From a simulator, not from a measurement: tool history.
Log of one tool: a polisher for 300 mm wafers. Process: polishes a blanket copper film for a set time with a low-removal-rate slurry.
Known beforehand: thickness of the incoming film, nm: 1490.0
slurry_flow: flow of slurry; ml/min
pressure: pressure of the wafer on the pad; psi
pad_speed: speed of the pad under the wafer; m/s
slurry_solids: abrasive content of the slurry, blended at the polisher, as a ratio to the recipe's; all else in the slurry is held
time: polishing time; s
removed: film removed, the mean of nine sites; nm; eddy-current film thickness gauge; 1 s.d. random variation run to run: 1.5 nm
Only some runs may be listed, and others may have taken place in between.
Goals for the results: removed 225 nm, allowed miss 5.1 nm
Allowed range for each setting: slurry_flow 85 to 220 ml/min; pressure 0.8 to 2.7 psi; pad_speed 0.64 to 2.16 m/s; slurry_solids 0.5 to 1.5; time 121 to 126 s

{"run": 1, "hour": 0.0, "slurry_flow": 140, "pressure": 1.7, "pad_speed": 1.4, "slurry_solids": 1, "time": 121, "removed": 284.67}
{"run": 2, "hour": 7.2, "slurry_flow": 130, "pressure": 1.6, "pad_speed": 1.4, "slurry_solids": 1, "time": 121, "removed": 262.57}
{"run": 3, "hour": 8.7, "slurry_flow": 130, "pressure": 1.6, "pad_speed": 1.56, "slurry_solids": 1, "time": 121, "removed": 289.86}
{"run": 4, "hour": 9.6, "slurry_flow": 130, "pressure": 1.6, "pad_speed": 1.56, "slurry_solids": 0.85, "time": 121, "removed": 279.36}
{"run": 5, "hour": 17.7, "slurry_flow": 130, "pressure": 1.6, "pad_speed": 1.56, "slurry_solids": 0.75, "time": 121, "removed": 270.19}
{"run": 6, "hour": 23.8, "slurry_flow": 130, "pressure": 1.4, "pad_speed": 1.56, "slurry_solids": 0.75, "time": 121, "removed": 237.51}
{"run": 7, "hour": 31.0, "slurry_flow": 125, "pressure": 1.4, "pad_speed": 1.56, "slurry_solids": 0.75, "time": 121, "removed": 234.15}
{"run": 8, "hour": 39.9, "slurry_flow": 125, "pressure": 1.4, "pad_speed": 1.56, "slurry_solids": 0.75, "time": 121, "removed": 234.09}
{"run": 9, "hour": 41.4, "slurry_flow": 120, "pressure": 1.4, "pad_speed": 1.56, "slurry_solids": 0.75, "time": 121, "removed": 236.61}

4 candidate next runs follow, results not yet known. Just one meets every target within its allowed miss. Identify it.
{"run": "A", "hour": 42.9, "slurry_flow": 165, "pressure": 1.6, "pad_speed": 1.52, "slurry_solids": 0.5, "time": 126, "removed": "?"}
{"run": "B", "hour": 42.9, "slurry_flow": 110, "pressure": 1.4, "pad_speed": 1.8, "slurry_solids": 0.7, "time": 121, "removed": "?"}
{"run": "C", "hour": 42.9, "slurry_flow": 180, "pressure": 1.2, "pad_speed": 1.76, "slurry_solids": 0.55, "time": 122, "removed": "?"}
{"run": "D", "hour": 42.9, "slurry_flow": 140, "pressure": 1, "pad_speed": 2.16, "slurry_solids": 0.5, "time": 126, "removed": "?"}

move=A removed=262.44
move=B removed=255.82
move=C removed=224.44
move=D removed=217.96
A: its largest miss is bigger than the last run's
B: its largest miss is bigger than the last run's
C: all results land within tolerance of their targets
D: takes the biggest miss from the last run beyond its target
Move C is the one to make.
